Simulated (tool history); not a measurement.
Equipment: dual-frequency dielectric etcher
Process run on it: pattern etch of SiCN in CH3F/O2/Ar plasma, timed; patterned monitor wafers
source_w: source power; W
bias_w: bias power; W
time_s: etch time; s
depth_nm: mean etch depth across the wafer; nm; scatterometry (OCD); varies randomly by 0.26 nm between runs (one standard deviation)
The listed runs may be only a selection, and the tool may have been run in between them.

{"run": 1, "hour": 0.0, "source_w": 520, "bias_w": 90, "time_s": 100.5, "depth_nm": 42.632}
{"run": 2, "hour": 0.7, "source_w": 450, "bias_w": 90, "time_s": 100.5, "depth_nm": 41.176}
{"run": 3, "hour": 1.8, "source_w": 510, "bias_w": 90, "time_s": 100.5, "depth_nm": 42.324}
{"run": 4, "hour": 3.7, "source_w": 480, "bias_w": 86, "time_s": 100.5, "depth_nm": 40.513}
{"run": 5, "hour": 12.2, "source_w": 460, "bias_w": 85, "time_s": 100.5, "depth_nm": 39.784}
{"run": 6, "hour": 16.2, "source_w": 540, "bias_w": 85, "time_s": 100.5, "depth_nm": 41.551}
{"run": 7, "hour": 20.1, "source_w": 510, "bias_w": 83, "time_s": 100.5, "depth_nm": 40.988}
{"run": 8, "hour": 28.8, "source_w": 410, "bias_w": 66, "time_s": 100.5, "depth_nm": 35.1}

Expected results for the next run?
{"run": 9, "hour": 29.6, "source_w": 420, "bias_w": 67, "time_s": 100.5, "depth_nm": "?"}

{"run 9": {"depth_nm": 35.409}}
